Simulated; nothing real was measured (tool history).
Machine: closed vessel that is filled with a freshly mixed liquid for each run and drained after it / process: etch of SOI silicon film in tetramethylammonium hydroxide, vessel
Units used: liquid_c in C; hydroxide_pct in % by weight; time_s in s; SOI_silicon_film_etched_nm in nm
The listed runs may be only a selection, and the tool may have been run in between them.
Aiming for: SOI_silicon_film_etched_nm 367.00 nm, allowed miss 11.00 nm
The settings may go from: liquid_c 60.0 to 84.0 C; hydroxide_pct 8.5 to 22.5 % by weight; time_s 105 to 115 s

| run | hour | liquid_c | hydroxide_pct | time_s | SOI_silicon_film_etched_nm |
|---|---|---|---|---|---|
| 1 | 0.0 | 73.0 | 15.5 | 105 | 658.51 |
| 2 | 1.2 | 71.0 | 15.5 | 105 | 584.42 |
| 3 | 5.8 | 69.5 | 15.5 | 105 | 537.02 |
| 4 | 11.6 | 68.5 | 15.5 | 105 | 502.43 |
| 5 | 13.6 | 68.5 | 15.5 | 115 | 552.50 |
| 6 | 16.6 | 67.5 | 15.5 | 115 | 520.81 |
| 7 | 22.3 | 66.5 | 15.5 | 115 | 492.81 |
| 8 | 23.5 | 65.5 | 15.5 | 115 | 464.84 |
| 9 | 26.3 | 65.0 | 15.5 | 115 | 451.32 |
| 10 | 33.6 | 64.5 | 15.5 | 115 | 437.65 |
| 11 | 38.6 | 64.0 | 15.5 | 115 | 424.28 |
| 12 | 42.8 | 63.5 | 15.5 | 115 | 410.51 |
| 13 | 49.0 | 63.0 | 15.5 | 115 | 397.15 |
| 14 | 49.5 | 62.5 | 15.5 | 115 | 384.65 |

Which single option among these 5 for the next run brings every result within its allowed miss of target? Just one does.
| A | 50.0 | 63.0 | 15.5 | 115 | ? |
| B | 50.0 | 63.5 | 16.5 | 105 | ? |
| C | 50.0 | 64.0 | 17.0 | 115 | ? |
| D | 50.0 | 63.5 | 16.5 | 115 | ? |
| E | 50.0 | 63.0 | 15.0 | 115 | ? |

| move | SOI_silicon_film_etched_nm |
|---|---|
| A | 395.77 |
| B | 364.63 |
| C | 407.23 |
| D | 399.36 |
| E | 399.99 |
A: misses by more than the last run did
B: every result lands within tolerance
C: misses by more than the last run did
D: misses by more than the last run did
E: misses by more than the last run did
Go with B: it meets all targets.
